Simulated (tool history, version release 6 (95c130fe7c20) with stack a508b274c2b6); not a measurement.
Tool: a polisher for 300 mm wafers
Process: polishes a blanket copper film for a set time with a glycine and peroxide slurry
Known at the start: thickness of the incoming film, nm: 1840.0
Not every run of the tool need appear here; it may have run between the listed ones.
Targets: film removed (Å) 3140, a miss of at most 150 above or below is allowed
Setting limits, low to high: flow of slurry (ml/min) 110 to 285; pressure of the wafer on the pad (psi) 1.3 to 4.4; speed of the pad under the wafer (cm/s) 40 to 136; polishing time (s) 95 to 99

run	hour	flow of slurry (ml/min)	pressure of the wafer on the pad (psi)	speed of the pad under the wafer (cm/s)	polishing time (s)	film removed (Å)
1	0	180	2.8	88	95	4248.4
2	1.9	180	2.8	80	95	3870.6
3	8.5	180	3.2	80	95	4380.2
4	12.1	180	2.9	80	95	4039.9
5	20.7	180	2.5	80	95	3638
6	23.6	180	2.5	80	95	3542.5
7	31.2	180	2.4	80	95	3526.6
8	37.7	180	2.3	80	95	3345.6

Which single option among these 5 for the next run brings every result within its allowed miss of target? Just one does.
A	44.2	190	2.9	70	99	?
B	44.2	175	2.2	82	98	?
C	44.2	185	2.8	72	98	?
D	44.2	140	2.5	70	98	?
E	44.2	165	1.9	104	99	?

move	film removed (Å)
A	3812.6
B	3404
C	3738.5
D	3189.6
E	3648.4
A: further off than the last run
B: further off than the last run
C: further off than the last run
D: all results land within tolerance of their targets
E: further off than the last run
The move that meets every target is D.
